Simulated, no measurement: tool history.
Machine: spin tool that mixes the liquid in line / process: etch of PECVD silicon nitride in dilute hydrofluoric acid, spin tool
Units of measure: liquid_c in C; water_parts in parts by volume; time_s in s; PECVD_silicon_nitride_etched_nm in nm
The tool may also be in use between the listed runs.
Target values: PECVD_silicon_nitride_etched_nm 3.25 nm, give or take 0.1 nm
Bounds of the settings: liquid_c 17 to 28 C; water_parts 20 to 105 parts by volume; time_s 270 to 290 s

| run | hour | liquid_c | water_parts | time_s | PECVD_silicon_nitride_etched_nm |
|---|---|---|---|---|---|
| 1 | 0 | 20 | 55 | 270 | 6.0531 |
| 2 | 4 | 19 | 65 | 270 | 4.7948 |
| 3 | 13 | 18.5 | 70 | 270 | 4.3616 |
| 4 | 21.9 | 18 | 75 | 270 | 4.022 |
| 5 | 23.6 | 17 | 75 | 270 | 3.6901 |
| 6 | 27.2 | 17 | 75 | 290 | 3.907 |
| 7 | 27.8 | 17 | 80 | 290 | 3.6952 |
| 8 | 31 | 17 | 85 | 290 | 3.5251 |

4 next moves are on the table. One of them brings every result within its allowed miss. Which?
| A | 34.2 | 21 | 105 | 290 | ? |
| B | 34.2 | 17 | 80 | 270 | ? |
| C | 34.2 | 17 | 75 | 290 | ? |
| D | 34.2 | 17 | 85 | 270 | ? |

| move | PECVD_silicon_nitride_etched_nm |
|---|---|
| A | 3.7183 |
| B | 3.4255 |
| C | 3.9169 |
| D | 3.23 |
A: moves away from the targets compared with the last run
B: moves toward the targets from the last run without getting all of them in spec
C: moves away from the targets compared with the last run
D: hits every target within its allowed miss
D meets every target.
